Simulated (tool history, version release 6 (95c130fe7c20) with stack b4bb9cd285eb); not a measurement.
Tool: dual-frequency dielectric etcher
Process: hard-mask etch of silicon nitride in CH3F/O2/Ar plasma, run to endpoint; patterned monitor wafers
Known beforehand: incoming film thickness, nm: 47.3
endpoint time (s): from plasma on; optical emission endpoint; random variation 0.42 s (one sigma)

run  hour  source power (kW)  bias power (kW)  endpoint time (s)
  1   0.0              0.310            0.067             85.635
  2   7.3              0.310            0.077             81.159
  3   7.8              0.310            0.069             85.218
  4  11.5              0.290            0.068             88.777
  5  17.3              0.290            0.061             92.307
  6  23.9              0.290            0.069             88.081
  7  29.6              0.280            0.069             88.790
  8  33.5              0.270            0.069             91.179

Forecast run 9:
  9  41.3              0.260            0.069                  ?

endpoint time (s): 92.302
